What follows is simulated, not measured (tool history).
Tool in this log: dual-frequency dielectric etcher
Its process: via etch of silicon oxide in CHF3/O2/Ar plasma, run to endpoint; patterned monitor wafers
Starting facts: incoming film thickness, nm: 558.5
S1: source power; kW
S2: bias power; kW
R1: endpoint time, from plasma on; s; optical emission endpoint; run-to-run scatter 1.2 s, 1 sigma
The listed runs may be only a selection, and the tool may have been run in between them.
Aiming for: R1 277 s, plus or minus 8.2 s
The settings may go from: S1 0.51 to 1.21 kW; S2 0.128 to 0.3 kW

| run | hour | S1 | S2 | R1 |
|---|---|---|---|---|
| 1 | 0 | 0.86 | 0.214 | 232.07 |
| 2 | 0.7 | 0.86 | 0.198 | 235.9 |
| 3 | 3.8 | 0.86 | 0.226 | 228.38 |
| 4 | 8.3 | 0.76 | 0.212 | 241.58 |
| 5 | 12.4 | 0.76 | 0.228 | 236.43 |
| 6 | 17.7 | 0.68 | 0.213 | 250.65 |
| 7 | 24.7 | 0.63 | 0.205 | 257.68 |
| 8 | 26.1 | 0.51 | 0.179 | 284.85 |

Which one of the following 4 next-run settings gets every result inside its allowed miss? There is exactly one.
| A | 27.5 | 0.54 | 0.151 | ? |
| B | 27.5 | 0.53 | 0.191 | ? |
| C | 27.5 | 0.51 | 0.164 | ? |
| D | 27.5 | 0.51 | 0.16 | ? |

| move | R1 |
|---|---|
| A | 291.74 |
| B | 277.02 |
| C | 291.11 |
| D | 292.84 |
A: the biggest miss grows against the last run
B: each result inside its tolerance
C: the biggest miss grows against the last run
D: the biggest miss grows against the last run
Correct choice: B, which meets every target
